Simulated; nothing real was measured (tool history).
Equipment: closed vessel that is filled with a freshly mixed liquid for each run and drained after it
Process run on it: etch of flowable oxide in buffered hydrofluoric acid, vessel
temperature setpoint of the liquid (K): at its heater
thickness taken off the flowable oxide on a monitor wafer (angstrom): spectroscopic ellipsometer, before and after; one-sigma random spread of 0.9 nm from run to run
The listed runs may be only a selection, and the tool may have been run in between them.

run,hour,temperature setpoint of the liquid (K),parts of 40 % ammonium fluoride to one part of 49 % hydrofluoric acid (parts by volume),time in the liquid (s),thickness taken off the flowable oxide on a monitor wafer (angstrom)
1,0,298.15,11.5,100,1891
2,6.1,296.15,12,100,1625.2
3,10.7,294.65,12,100,1493.2
4,18.2,294.65,12,105,1592.1
5,21.1,293.65,12,105,1472.5
6,27.4,292.65,12,105,1395.7
7,31.7,292.15,12,105,1376.9
8,37.3,291.65,12,105,1340.2
9,39,291.15,12,105,1300.6

Run 10 has not been measured yet. What should we expect?
10,46.9,290.65,12,105,?

{"run 10": {"thickness taken off the flowable oxide on a monitor wafer (angstrom)": 1253.7}}

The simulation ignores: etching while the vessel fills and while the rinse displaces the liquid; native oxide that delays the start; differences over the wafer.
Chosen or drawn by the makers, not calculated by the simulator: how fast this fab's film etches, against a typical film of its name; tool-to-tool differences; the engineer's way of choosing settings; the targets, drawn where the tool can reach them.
